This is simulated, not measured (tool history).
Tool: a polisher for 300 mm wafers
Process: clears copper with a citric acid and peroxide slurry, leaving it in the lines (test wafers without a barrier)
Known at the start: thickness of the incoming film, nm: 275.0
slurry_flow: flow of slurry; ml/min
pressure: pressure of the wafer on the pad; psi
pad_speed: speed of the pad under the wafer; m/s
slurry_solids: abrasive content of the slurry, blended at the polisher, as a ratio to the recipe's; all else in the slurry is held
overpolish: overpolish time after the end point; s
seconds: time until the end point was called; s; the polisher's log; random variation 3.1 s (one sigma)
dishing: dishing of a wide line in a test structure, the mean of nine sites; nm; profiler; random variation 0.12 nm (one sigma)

| run | day | slurry_flow | pressure | pad_speed | slurry_solids | overpolish | seconds | dishing |
|---|---|---|---|---|---|---|---|---|
| 1 | 0 | 285 | 2.2 | 1.42 | 1 | 8 | 147.57 | 11.817 |
| 2 | 0.296 | 285 | 2.1 | 1.42 | 1 | 8 | 146.96 | 11.682 |
| 3 | 0.325 | 285 | 2.5 | 1.42 | 1 | 8 | 137.54 | 13.107 |
| 4 | 0.7 | 330 | 2.5 | 1.42 | 1 | 8 | 132.19 | 13.255 |
| 5 | 0.896 | 390 | 2.5 | 1.42 | 1 | 8 | 132.4 | 13.24 |
| 6 | 0.929 | 390 | 2.2 | 1.42 | 1 | 8 | 144.84 | 12.443 |
| 7 | 1.175 | 390 | 2 | 1.42 | 1 | 8 | 150.68 | 11.744 |

Forecast run 8:
| 8 | 1.254 | 385 | 1.4 | 1.4 | 1 | 8 | ? | ? |

{"run 8": {"seconds": 182.53, "dishing": 9.5349}}
